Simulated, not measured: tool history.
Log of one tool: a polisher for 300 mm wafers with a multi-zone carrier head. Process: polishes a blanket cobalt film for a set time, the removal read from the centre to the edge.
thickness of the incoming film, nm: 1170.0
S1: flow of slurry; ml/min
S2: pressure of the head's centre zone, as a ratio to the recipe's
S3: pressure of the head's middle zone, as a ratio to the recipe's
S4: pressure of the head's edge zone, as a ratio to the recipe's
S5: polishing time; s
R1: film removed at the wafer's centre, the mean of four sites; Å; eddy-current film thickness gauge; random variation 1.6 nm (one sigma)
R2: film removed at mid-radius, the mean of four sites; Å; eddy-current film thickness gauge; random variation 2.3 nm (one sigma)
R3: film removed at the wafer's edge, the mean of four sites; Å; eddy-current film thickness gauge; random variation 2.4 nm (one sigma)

run 1 hour=0.0 | S1=290 S2=1.00 S3=1.00 S4=1.00 S5=31 | R1=2182.1 R2=2178.2 R3=2180.4
run 2 hour=0.8 | S1=320 S2=1.00 S3=1.00 S4=1.00 S5=31 | R1=2176.9 R2=2208.5 R3=2213.0
run 3 hour=8.6 | S1=320 S2=1.00 S3=1.00 S4=1.06 S5=31 | R1=2179.0 R2=2189.8 R3=2239.9
run 4 hour=17.5 | S1=310 S2=1.03 S3=1.02 S4=1.02 S5=29 | R1=2093.7 R2=2101.2 R3=2056.9
run 5 hour=24.2 | S1=310 S2=1.03 S3=0.98 S4=1.02 S5=29 | R1=2129.5 R2=2002.0 R3=2084.5
run 6 hour=29.4 | S1=310 S2=1.06 S3=0.98 S4=1.02 S5=29 | R1=2159.3 R2=1979.6 R3=2047.0
run 7 hour=35.9 | S1=305 S2=1.07 S3=1.00 S4=0.99 S5=28 | R1=2089.5 R2=1937.1 R3=1968.6
run 8 hour=41.2 | S1=300 S2=1.09 S3=1.03 S4=0.96 S5=27 | R1=2068.5 R2=1919.3 R3=1854.9
run 9 hour=46.5 | S1=295 S2=1.09 S3=1.05 S4=0.94 S5=26 | R1=1954.8 R2=1894.7 R3=1764.7
run 10 hour=47.5 | S1=290 S2=1.10 S3=1.06 S4=0.92 S5=26 | R1=2002.5 R2=1881.6 R3=1760.0

Forecast run 11:
run 11 hour=54.2 | S1=290 S2=1.10 S3=1.07 S4=0.90 S5=26 | R1=? R2=? R3=?

Run 11 gave R1 1998.3 Å, R2 1907.5 Å, R3 1763.7 Å.
